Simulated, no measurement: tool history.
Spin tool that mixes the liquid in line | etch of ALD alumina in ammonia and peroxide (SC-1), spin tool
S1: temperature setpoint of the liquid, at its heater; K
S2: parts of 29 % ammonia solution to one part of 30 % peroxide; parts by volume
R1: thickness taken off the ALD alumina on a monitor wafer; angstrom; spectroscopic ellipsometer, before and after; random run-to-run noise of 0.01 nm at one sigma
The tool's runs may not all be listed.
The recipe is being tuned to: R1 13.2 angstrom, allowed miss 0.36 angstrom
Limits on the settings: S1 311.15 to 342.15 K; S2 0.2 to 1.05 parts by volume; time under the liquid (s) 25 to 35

Run 1, hour 0: S1 326.15 K, S2 0.55 parts by volume, time under the liquid (s) 35. Result: R1 26.007 angstrom.
Run 2, hour 1.1: S1 322.65 K, S2 0.55 parts by volume, time under the liquid (s) 35. Result: R1 21.475 angstrom.
Run 3, hour 3.9: S1 320.15 K, S2 0.55 parts by volume, time under the liquid (s) 35. Result: R1 19.035 angstrom.
Run 4, hour 10.1: S1 327.15 K, S2 0.55 parts by volume, time under the liquid (s) 35. Result: R1 27.284 angstrom.
Run 5, hour 11.2: S1 323.15 K, S2 0.55 parts by volume, time under the liquid (s) 35. Result: R1 22.116 angstrom.
At hour 14.4: thermometer replaced.
Run 6, hour 14.4: S1 320.15 K, S2 0.55 parts by volume, time under the liquid (s) 35. Result: R1 17.434 angstrom.
Run 7, hour 19.5: S1 319.15 K, S2 0.55 parts by volume, time under the liquid (s) 35. Result: R1 16.711 angstrom.
Run 8, hour 24.3: S1 318.15 K, S2 0.55 parts by volume, time under the liquid (s) 35. Result: R1 15.631 angstrom.
Run 9, hour 25: S1 317.65 K, S2 0.55 parts by volume, time under the liquid (s) 35. Result: R1 15.329 angstrom.
Run 10, hour 31.2: S1 317.15 K, S2 0.55 parts by volume, time under the liquid (s) 35. Result: R1 14.929 angstrom.
Run 11, hour 35.4: S1 316.65 K, S2 0.55 parts by volume, time under the liquid (s) 35. Result: R1 14.252 angstrom.
Run 12, hour 43.3: S1 316.15 K, S2 0.55 parts by volume, time under the liquid (s) 35. Result: R1 13.951 angstrom.

Below are 4 possible settings for the next run. Only one of them brings all results inside the allowed miss of their targets. Which is it?
Run A, hour 51.2: S1 316.65 K, S2 0.6 parts by volume, time under the liquid (s) 35. Result: R1 ?.
Run B, hour 51.2: S1 321.65 K, S2 0.35 parts by volume, time under the liquid (s) 25. Result: R1 ?.
Run C, hour 51.2: S1 320.65 K, S2 0.5 parts by volume, time under the liquid (s) 30. Result: R1 ?.
Run D, hour 51.2: S1 318.65 K, S2 0.6 parts by volume, time under the liquid (s) 30. Result: R1 ?.

move      R1
   A  14.428
   B  12.991
   C  15.252
   D  13.864
A: lands further from the targets than the last run did
B: every result within its allowed miss
C: lands further from the targets than the last run did
D: nearer than the last run, and not there yet
So the answer is move B, the one that meets all the targets.

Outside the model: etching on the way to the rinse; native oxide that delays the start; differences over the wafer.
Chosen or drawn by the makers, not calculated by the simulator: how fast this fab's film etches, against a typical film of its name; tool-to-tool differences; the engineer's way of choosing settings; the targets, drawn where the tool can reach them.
